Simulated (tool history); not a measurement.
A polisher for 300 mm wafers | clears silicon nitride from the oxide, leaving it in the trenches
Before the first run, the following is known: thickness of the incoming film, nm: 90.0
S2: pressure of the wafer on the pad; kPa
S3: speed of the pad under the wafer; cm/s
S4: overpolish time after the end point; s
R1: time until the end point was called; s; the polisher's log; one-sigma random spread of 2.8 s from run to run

Run 1, day 0.000: flow of slurry (ml/min) 300, S2 21.4 kPa, S3 104 cm/s, S4 8 s. Result: R1 90.995 s.
Run 2, day 0.092: flow of slurry (ml/min) 300, S2 17.2 kPa, S3 98 cm/s, S4 8 s. Result: R1 123.500 s.
Run 3, day 0.308: flow of slurry (ml/min) 300, S2 15.2 kPa, S3 98 cm/s, S4 8 s. Result: R1 136.720 s.
Run 4, day 0.675: flow of slurry (ml/min) 300, S2 15.2 kPa, S3 98 cm/s, S4 7 s. Result: R1 136.680 s.
Run 5, day 0.829: flow of slurry (ml/min) 300, S2 17.9 kPa, S3 98 cm/s, S4 7 s. Result: R1 119.360 s.
Run 6, day 0.854: flow of slurry (ml/min) 300, S2 15.2 kPa, S3 98 cm/s, S4 7 s. Result: R1 137.220 s.
Run 7, day 1.017: flow of slurry (ml/min) 300, S2 13.8 kPa, S3 98 cm/s, S4 7 s. Result: R1 148.780 s.

Run 8 is up next; what results do you expect?
Run 8, day 1.283: flow of slurry (ml/min) 300, S2 12.4 kPa, S3 98 cm/s, S4 7 s. Result: R1 ?.

Run 8 yielded R1 169.370 s.
